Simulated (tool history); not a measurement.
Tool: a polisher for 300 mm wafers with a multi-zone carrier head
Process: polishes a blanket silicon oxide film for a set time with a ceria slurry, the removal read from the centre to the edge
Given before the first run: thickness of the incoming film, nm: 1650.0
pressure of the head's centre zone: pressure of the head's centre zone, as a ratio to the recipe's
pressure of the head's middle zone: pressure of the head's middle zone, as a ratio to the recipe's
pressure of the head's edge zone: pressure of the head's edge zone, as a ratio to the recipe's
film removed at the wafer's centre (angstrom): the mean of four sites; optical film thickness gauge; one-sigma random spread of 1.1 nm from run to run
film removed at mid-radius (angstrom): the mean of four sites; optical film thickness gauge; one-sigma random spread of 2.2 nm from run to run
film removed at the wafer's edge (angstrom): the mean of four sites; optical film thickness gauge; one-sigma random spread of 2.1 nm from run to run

| run | hour | flow of slurry (ml/min) | pressure of the head's centre zone | pressure of the head's middle zone | pressure of the head's edge zone | polishing time (s) | film removed at the wafer's centre (angstrom) | film removed at mid-radius (angstrom) | film removed at the wafer's edge (angstrom) |
|---|---|---|---|---|---|---|---|---|---|
| 1 | 0.0 | 250 | 1.00 | 1.00 | 1.00 | 47 | 2278.2 | 2360.2 | 2309.2 |
| 2 | 2.9 | 250 | 0.98 | 1.02 | 0.97 | 44 | 2105.6 | 2218.5 | 2165.4 |
| 3 | 4.2 | 255 | 0.96 | 1.06 | 0.93 | 41 | 1913.0 | 2129.7 | 1959.6 |
| 4 | 4.7 | 255 | 0.94 | 1.08 | 0.91 | 40 | 1839.4 | 2151.7 | 1857.8 |
| 5 | 8.5 | 255 | 0.94 | 1.03 | 0.91 | 40 | 1835.6 | 2094.9 | 1919.2 |
| 6 | 14.8 | 250 | 0.93 | 1.04 | 0.89 | 39 | 1769.3 | 2017.7 | 1828.9 |

Run 7 is up next; what results do you expect?
| 7 | 16.9 | 240 | 0.91 | 1.05 | 0.87 | 39 | ? | ? | ? |

Run 7 came out at film removed at the wafer's centre (angstrom) 1729.3, film removed at mid-radius (angstrom) 2063.7, film removed at the wafer's edge (angstrom) 1820.8.
